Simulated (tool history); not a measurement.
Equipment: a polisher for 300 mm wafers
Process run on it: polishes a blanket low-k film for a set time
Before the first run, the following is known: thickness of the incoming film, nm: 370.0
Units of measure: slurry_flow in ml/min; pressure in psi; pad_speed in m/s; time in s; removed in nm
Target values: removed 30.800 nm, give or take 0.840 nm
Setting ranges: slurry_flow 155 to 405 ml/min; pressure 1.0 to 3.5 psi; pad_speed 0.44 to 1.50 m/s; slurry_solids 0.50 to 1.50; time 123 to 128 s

run  hour  slurry_flow  pressure  pad_speed  slurry_solids  time  removed
  1   0.0          260       2.2       0.96           1.00   123   51.929
  2   6.8          260       1.9       0.96           1.00   123   45.804
  3  11.1          260       1.9       0.96           1.00   123   45.253
  4  12.6          260       1.9       0.80           1.00   123   40.606
  5  16.2          260       1.9       0.80           0.90   123   38.826
  6  23.7          260       1.9       0.80           0.90   128   40.789
  7  24.8          260       1.7       0.80           0.90   128   36.497
  8  31.4          250       1.3       0.80           0.90   128   28.336

Exactly one of the 5 candidate moves below puts every result within its allowed miss. Which one?
  A  38.0          200       1.3       0.88           1.25   128        ?
  B  38.0          320       1.6       0.60           1.05   128        ?
  C  38.0          285       1.4       0.80           0.85   123        ?
  D  38.0          285       1.8       0.70           0.75   123        ?
  E  38.0          255       1.4       0.70           0.90   124        ?

move  removed
   A   31.920
   B   30.380
   C   28.897
   D   32.465
   E   26.777
A: pushes the last run's worst result past its target
B: hits every target within its allowed miss
C: closer than the last run, but not yet in spec
D: pushes the last run's worst result past its target
E: moves away from the targets compared with the last run
B is the move that brings every result within its allowed miss.

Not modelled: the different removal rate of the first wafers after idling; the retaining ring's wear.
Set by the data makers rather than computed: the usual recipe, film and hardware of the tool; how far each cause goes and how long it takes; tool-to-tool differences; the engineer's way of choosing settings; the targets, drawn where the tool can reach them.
